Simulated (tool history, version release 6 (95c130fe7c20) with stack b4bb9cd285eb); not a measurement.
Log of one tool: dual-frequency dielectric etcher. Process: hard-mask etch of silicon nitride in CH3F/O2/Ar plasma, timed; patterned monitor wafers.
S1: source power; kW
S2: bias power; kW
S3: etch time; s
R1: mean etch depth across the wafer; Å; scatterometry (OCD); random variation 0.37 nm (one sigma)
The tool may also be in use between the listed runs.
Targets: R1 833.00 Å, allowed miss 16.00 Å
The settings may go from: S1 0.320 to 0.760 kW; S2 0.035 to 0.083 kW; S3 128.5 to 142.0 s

{"run": 1, "hour": 0.0, "S1": 0.54, "S2": 0.059, "S3": 142.0, "R1": 1044.0}
{"run": 2, "hour": 0.6, "S1": 0.54, "S2": 0.05, "S3": 142.0, "R1": 984.66}
{"run": 3, "hour": 5.3, "S1": 0.54, "S2": 0.05, "S3": 142.0, "R1": 992.37}
{"run": 4, "hour": 7.8, "S1": 0.51, "S2": 0.049, "S3": 142.0, "R1": 946.41}
{"run": 5, "hour": 10.0, "S1": 0.49, "S2": 0.049, "S3": 142.0, "R1": 927.32}
{"run": 6, "hour": 14.2, "S1": 0.53, "S2": 0.049, "S3": 142.0, "R1": 970.11}
{"run": 7, "hour": 22.7, "S1": 0.51, "S2": 0.049, "S3": 142.0, "R1": 958.92}
{"run": 8, "hour": 29.0, "S1": 0.4, "S2": 0.043, "S3": 140.5, "R1": 768.77}
{"run": 9, "hour": 34.6, "S1": 0.41, "S2": 0.043, "S3": 140.5, "R1": 783.91}
{"run": 10, "hour": 42.8, "S1": 0.42, "S2": 0.043, "S3": 140.5, "R1": 793.67}
{"run": 11, "hour": 43.8, "S1": 0.49, "S2": 0.044, "S3": 140.5, "R1": 887.55}
{"run": 12, "hour": 50.7, "S1": 0.48, "S2": 0.044, "S3": 140.5, "R1": 871.04}
{"run": 13, "hour": 58.6, "S1": 0.47, "S2": 0.044, "S3": 140.5, "R1": 866.85}

Which of these 4 next moves meets every target?
{"run": "A", "hour": 66.5, "S1": 0.43, "S2": 0.058, "S3": 130.5, "R1": "?"}
{"run": "B", "hour": 66.5, "S1": 0.58, "S2": 0.042, "S3": 133.0, "R1": "?"}
{"run": "C", "hour": 66.5, "S1": 0.42, "S2": 0.059, "S3": 140.0, "R1": "?"}
{"run": "D", "hour": 66.5, "S1": 0.48, "S2": 0.044, "S3": 142.0, "R1": "?"}

move=A R1=831.16
move=B R1=911.16
move=C R1=883.58
move=D R1=883.24
A: meets every target
B: further off than the last run
C: further off than the last run
D: further off than the last run
The right move is A.
